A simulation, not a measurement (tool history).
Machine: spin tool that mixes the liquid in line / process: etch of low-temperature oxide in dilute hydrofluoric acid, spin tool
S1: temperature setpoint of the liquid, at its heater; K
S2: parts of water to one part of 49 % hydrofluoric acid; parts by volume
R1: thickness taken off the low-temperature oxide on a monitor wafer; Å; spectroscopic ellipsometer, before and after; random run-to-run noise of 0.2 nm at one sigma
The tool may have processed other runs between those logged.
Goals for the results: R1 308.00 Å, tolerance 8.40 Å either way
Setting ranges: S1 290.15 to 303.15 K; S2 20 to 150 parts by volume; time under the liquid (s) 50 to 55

Run 1, hour 0.0: S1 295.15 K, S2 85 parts by volume, time under the liquid (s) 50. Result: R1 169.56 Å.
Run 2, hour 5.5: S1 298.65 K, S2 85 parts by volume, time under the liquid (s) 50. Result: R1 197.32 Å.
Run 3, hour 9.8: S1 299.65 K, S2 80 parts by volume, time under the liquid (s) 50. Result: R1 217.59 Å.
Run 4, hour 18.6: S1 299.65 K, S2 90 parts by volume, time under the liquid (s) 50. Result: R1 190.22 Å.
Run 5, hour 26.0: S1 300.15 K, S2 85 parts by volume, time under the liquid (s) 50. Result: R1 206.07 Å.
Run 6, hour 28.3: S1 298.65 K, S2 85 parts by volume, time under the liquid (s) 50. Result: R1 194.51 Å.
Run 7, hour 32.7: S1 299.65 K, S2 80 parts by volume, time under the liquid (s) 50. Result: R1 216.56 Å.
Run 8, hour 35.1: S1 300.15 K, S2 75 parts by volume, time under the liquid (s) 50. Result: R1 236.30 Å.
Run 9, hour 43.0: S1 300.65 K, S2 70 parts by volume, time under the liquid (s) 50. Result: R1 260.69 Å.
Run 10, hour 46.5: S1 301.15 K, S2 70 parts by volume, time under the liquid (s) 50. Result: R1 266.30 Å.

Which one of the following 5 next-run settings gets every result inside its allowed miss? There is exactly one.
Run A, hour 50.0: S1 302.15 K, S2 70 parts by volume, time under the liquid (s) 55. Result: R1 ?.
Run B, hour 50.0: S1 300.65 K, S2 70 parts by volume, time under the liquid (s) 55. Result: R1 ?.
Run C, hour 50.0: S1 302.65 K, S2 75 parts by volume, time under the liquid (s) 55. Result: R1 ?.
Run D, hour 50.0: S1 302.65 K, S2 65 parts by volume, time under the liquid (s) 55. Result: R1 ?.
Run E, hour 50.0: S1 300.65 K, S2 65 parts by volume, time under the liquid (s) 50. Result: R1 ?.

move      R1
   A  306.56
   B  289.11
   C  289.60
   D  339.10
   E  285.04
A: all results in spec
B: nearer the targets than the last run, but a result is still out of spec
C: nearer the targets than the last run, but a result is still out of spec
D: takes the biggest miss from the last run beyond its target
E: nearer the targets than the last run, but a result is still out of spec
The move that meets every target is A.

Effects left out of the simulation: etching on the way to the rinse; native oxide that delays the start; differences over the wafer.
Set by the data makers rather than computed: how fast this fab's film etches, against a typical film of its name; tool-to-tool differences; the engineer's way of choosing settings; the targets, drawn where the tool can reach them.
